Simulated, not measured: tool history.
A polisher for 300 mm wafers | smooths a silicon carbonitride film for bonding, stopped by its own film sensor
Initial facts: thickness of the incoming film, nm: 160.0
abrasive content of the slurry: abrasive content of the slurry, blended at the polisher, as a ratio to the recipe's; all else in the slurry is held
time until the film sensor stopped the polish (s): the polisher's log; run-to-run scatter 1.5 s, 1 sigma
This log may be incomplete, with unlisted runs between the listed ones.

run	day	flow of slurry (ml/min)	pressure of the wafer on the pad (kPa)	speed of the pad under the wafer (m/s)	abrasive content of the slurry	target thickness at which the film sensor stops the polish (nm)	time until the film sensor stopped the polish (s)
1	0.000	145	12.4	0.84	1.0	149	48.213
2	0.188	145	10.3	0.84	1.0	149	57.462
3	0.521	145	9.0	0.78	1.0	149	71.111
4	0.596	145	8.3	0.76	1.0	149	73.942
5	0.783	145	7.6	0.76	1.0	149	82.551
6	1.012	145	7.6	0.66	1.0	149	92.332
7	1.038	145	7.6	0.66	1.0	149	92.782
8	1.150	145	6.9	0.66	1.0	149	101.260

Run 9 is up next; what results do you expect?
9	1.317	145	6.9	0.66	1.0	149	?

{"run 9": {"time until the film sensor stopped the polish (s)": 102.13}}
